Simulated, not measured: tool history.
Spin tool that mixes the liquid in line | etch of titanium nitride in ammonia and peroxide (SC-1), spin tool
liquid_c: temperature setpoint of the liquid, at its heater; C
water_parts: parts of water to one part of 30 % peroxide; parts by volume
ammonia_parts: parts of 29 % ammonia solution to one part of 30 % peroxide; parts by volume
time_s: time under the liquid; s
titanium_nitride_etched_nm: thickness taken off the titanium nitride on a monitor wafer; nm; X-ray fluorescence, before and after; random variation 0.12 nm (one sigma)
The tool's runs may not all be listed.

run	hour	liquid_c	water_parts	ammonia_parts	time_s	titanium_nitride_etched_nm
1	0	55	28	0.4	310	7.8103
2	5.1	56	28	0.4	310	8.3192
3	11.1	59	28	0.4	310	10.195
4	19.1	59.5	28	0.4	310	10.427
5	25.2	59.5	28	0.4	310	10.355
6	29.6	66	28	0.4	310	16.344
7	37.1	65.5	28	0.4	310	15.501
8	39.7	65	28	0.4	310	15.102
9	48.6	64.5	28	0.4	310	14.538
10	55.3	64	28	0.4	310	14.113

The next listed run, before its measurement:
11	57.6	63.5	28	0.4	310	?

titanium_nitride_etched_nm: 13.775 nm
